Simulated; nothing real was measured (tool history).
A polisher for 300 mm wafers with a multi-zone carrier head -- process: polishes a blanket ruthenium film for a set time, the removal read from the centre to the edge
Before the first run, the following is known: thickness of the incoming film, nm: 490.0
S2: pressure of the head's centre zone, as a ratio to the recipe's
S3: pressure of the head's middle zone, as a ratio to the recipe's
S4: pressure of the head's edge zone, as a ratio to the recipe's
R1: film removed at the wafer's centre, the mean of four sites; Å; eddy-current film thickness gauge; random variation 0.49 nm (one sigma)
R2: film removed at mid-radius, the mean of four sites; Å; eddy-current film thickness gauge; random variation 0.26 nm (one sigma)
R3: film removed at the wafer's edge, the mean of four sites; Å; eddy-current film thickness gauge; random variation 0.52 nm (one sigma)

Run 1, hour 0: flow of slurry (ml/min) 175, S2 1, S3 1, S4 1, polishing time (s) 59. Result: R1 868.36 Å, R2 853.18 Å, R3 852.17 Å.
Run 2, hour 7.3: flow of slurry (ml/min) 175, S2 1, S3 1, S4 1.04, polishing time (s) 59. Result: R1 875.41 Å, R2 856.4 Å, R3 868.74 Å.
Run 3, hour 9.1: flow of slurry (ml/min) 170, S2 0.99, S3 0.98, S4 1.01, polishing time (s) 53. Result: R1 768.05 Å, R2 746.59 Å, R3 763.43 Å.
Run 4, hour 15.1: flow of slurry (ml/min) 165, S2 0.98, S3 0.96, S4 0.98, polishing time (s) 49. Result: R1 687.99 Å, R2 690.8 Å, R3 703.24 Å.
Run 5, hour 20.5: flow of slurry (ml/min) 160, S2 0.99, S3 0.94, S4 0.96, polishing time (s) 45. Result: R1 650.72 Å, R2 612.8 Å, R3 633.85 Å.
Run 6, hour 25.8: flow of slurry (ml/min) 160, S2 0.95, S3 0.94, S4 0.96, polishing time (s) 45. Result: R1 629.94 Å, R2 607.01 Å, R3 623.24 Å.
Run 7, hour 32.8: flow of slurry (ml/min) 155, S2 0.93, S3 0.92, S4 0.94, polishing time (s) 43. Result: R1 576.74 Å, R2 567.53 Å, R3 598.99 Å.
Run 8, hour 39.1: flow of slurry (ml/min) 155, S2 0.93, S3 0.91, S4 0.92, polishing time (s) 41. Result: R1 557.08 Å, R2 536.65 Å, R3 564.82 Å.
Run 9, hour 43.6: flow of slurry (ml/min) 155, S2 0.93, S3 0.9, S4 0.9, polishing time (s) 40. Result: R1 543.79 Å, R2 522.57 Å, R3 551.33 Å.

Run 10, settings as shown, results not yet in. Your forecast:
Run 10, hour 46.5: flow of slurry (ml/min) 150, S2 0.93, S3 0.89, S4 0.88, polishing time (s) 39. Result: R1 ?, R2 ?, R3 ?.

R1: 532.16 Å
R2: 496.32 Å
R3: 526.99 Å
